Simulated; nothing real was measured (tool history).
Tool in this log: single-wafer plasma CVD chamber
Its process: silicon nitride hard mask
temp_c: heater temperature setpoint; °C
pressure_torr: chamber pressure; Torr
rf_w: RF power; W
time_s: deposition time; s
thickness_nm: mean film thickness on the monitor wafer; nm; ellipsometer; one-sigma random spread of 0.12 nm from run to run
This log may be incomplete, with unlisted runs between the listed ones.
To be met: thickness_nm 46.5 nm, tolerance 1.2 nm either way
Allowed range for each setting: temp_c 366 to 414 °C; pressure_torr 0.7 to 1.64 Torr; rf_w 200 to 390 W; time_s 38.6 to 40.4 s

run	hour	temp_c	pressure_torr	rf_w	time_s	thickness_nm
1	0	390	1.17	295	40.4	41.411
2	2.9	390	1.23	300	40.4	42.892
3	5.2	390	1.23	300	38.6	40.873
4	6.6	390	1.23	300	40.4	42.844
5	9.4	390	1.23	300	40.4	42.961
6	12.3	390	1.23	285	40.4	40.777
7	18.7	390	1.29	290	40.4	42.189
8	26	390	1.34	295	40.4	43.147
9	33.7	390	1.38	300	40.4	44.24
10	35.6	390	1.41	300	40.4	44.665
11	44.6	390	1.43	300	40.4	44.714
12	47.5	390	1.45	300	40.4	44.773
13	53	390	1.47	300	40.4	45.168

Consider the 4 candidate settings below. Which is the only one whose results all fall within their allowed miss of target?
A	58.5	396	1.52	285	40.4	?
B	58.5	392	1.31	310	39.3	?
C	58.5	390	1.53	300	38.8	?
D	58.5	378	1.34	315	40.4	?

move	thickness_nm
A	43.155
B	43.742
C	43.786
D	46.234
A: the biggest miss grows against the last run
B: the biggest miss grows against the last run
C: the biggest miss grows against the last run
D: each result inside its tolerance
The move that meets every target is D.
